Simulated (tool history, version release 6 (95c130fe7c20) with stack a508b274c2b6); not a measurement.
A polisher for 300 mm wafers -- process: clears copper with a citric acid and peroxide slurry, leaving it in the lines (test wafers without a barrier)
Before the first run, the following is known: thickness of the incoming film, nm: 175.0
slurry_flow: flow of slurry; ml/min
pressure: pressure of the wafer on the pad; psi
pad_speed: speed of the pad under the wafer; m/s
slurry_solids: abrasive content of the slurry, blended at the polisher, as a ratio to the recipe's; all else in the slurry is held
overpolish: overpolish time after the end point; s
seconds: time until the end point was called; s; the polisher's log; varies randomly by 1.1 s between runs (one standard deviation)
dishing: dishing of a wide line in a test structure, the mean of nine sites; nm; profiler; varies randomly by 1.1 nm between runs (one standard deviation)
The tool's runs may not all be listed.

run  hour  slurry_flow  pressure  pad_speed  slurry_solids  overpolish  seconds  dishing
  1     0          250       3.1       0.86              1          21   98.819   24.763
  2   6.8          250       3.2       0.86              1          22   96.492   25.987
  3  15.6          225       3.2       0.86              1          22   96.069   27.149
  4    22          225       3.2       0.86           1.15          22    97.14   27.109
  5  29.3          225       2.5       0.86           1.15          22   124.72   20.863
  6    31          225       2.7       0.86           1.15          23   111.99   24.889
  7  36.5          225       2.8       0.86           1.15          23   108.43   26.491
  8  43.2          225       2.9       0.86           1.15          23   103.63   25.314

The next listed run, before its measurement:
  9  51.6          225         3       0.86           1.15          24        ?        ?

{"run 9": {"seconds": 98.985, "dishing": 28.219}}
